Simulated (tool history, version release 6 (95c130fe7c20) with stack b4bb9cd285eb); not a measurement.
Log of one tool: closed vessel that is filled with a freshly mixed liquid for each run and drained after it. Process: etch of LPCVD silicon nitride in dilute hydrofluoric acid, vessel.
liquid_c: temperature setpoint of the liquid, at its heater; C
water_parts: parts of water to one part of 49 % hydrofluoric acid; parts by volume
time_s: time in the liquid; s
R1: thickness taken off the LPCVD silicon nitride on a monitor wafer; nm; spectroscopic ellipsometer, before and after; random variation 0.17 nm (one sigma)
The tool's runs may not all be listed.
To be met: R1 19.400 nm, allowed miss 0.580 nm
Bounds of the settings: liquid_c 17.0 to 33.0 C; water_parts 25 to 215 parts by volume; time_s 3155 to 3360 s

Run 1, hour 0.0: liquid_c 25.0 C, water_parts 120 parts by volume, time_s 3155 s. Result: R1 13.869 nm.
Run 2, hour 4.9: liquid_c 26.5 C, water_parts 120 parts by volume, time_s 3155 s. Result: R1 15.377 nm.
Run 3, hour 12.8: liquid_c 26.5 C, water_parts 145 parts by volume, time_s 3155 s. Result: R1 12.852 nm.
Run 4, hour 16.7: liquid_c 28.0 C, water_parts 145 parts by volume, time_s 3155 s. Result: R1 14.063 nm.
Run 5, hour 25.1: liquid_c 29.0 C, water_parts 145 parts by volume, time_s 3155 s. Result: R1 14.706 nm.
Run 6, hour 34.4: liquid_c 31.0 C, water_parts 145 parts by volume, time_s 3155 s. Result: R1 16.686 nm.
Run 7, hour 41.5: liquid_c 31.5 C, water_parts 145 parts by volume, time_s 3155 s. Result: R1 17.198 nm.
Run 8, hour 44.9: liquid_c 31.5 C, water_parts 145 parts by volume, time_s 3155 s. Result: R1 17.549 nm.
Run 9, hour 49.4: liquid_c 32.0 C, water_parts 145 parts by volume, time_s 3155 s. Result: R1 17.764 nm.
Run 10, hour 52.6: liquid_c 32.5 C, water_parts 145 parts by volume, time_s 3155 s. Result: R1 18.353 nm.

Which of these 4 next moves meets every target?
Run A, hour 55.8: liquid_c 32.0 C, water_parts 145 parts by volume, time_s 3185 s. Result: R1 ?.
Run B, hour 55.8: liquid_c 33.0 C, water_parts 160 parts by volume, time_s 3325 s. Result: R1 ?.
Run C, hour 55.8: liquid_c 33.0 C, water_parts 150 parts by volume, time_s 3360 s. Result: R1 ?.
Run D, hour 55.8: liquid_c 30.0 C, water_parts 130 parts by volume, time_s 3280 s. Result: R1 ?.

move      R1
   A  17.996
   B  18.028
   C  19.469
   D  18.329
A: further off than the last run
B: further off than the last run
C: meets every target
D: as far off as the last run
Move C is the one to make.
